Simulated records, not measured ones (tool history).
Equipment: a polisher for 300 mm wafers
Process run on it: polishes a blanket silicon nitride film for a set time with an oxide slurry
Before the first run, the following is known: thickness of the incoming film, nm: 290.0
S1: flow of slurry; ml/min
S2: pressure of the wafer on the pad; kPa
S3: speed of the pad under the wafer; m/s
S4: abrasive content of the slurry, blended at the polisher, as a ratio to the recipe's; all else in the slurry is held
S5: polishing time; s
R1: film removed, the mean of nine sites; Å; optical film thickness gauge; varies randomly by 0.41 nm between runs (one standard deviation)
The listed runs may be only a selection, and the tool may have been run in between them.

run,hour,S1,S2,S3,S4,S5,R1
1,0,150,28.3,1.18,1,46,438.34
2,4.1,150,24.8,1.16,1,46,383.93
3,5,150,24.8,1.16,1,41,331.38
4,6.2,150,24.8,1.16,1,41,345.66
5,14.4,180,24.8,1.16,1,41,343.77
6,16,180,24.8,1.16,1.2,41,382.88

The next listed run, before its measurement:
7,20.6,180,22.8,1.16,1.2,41,?

Logged for run 7: R1 350.97 Å.
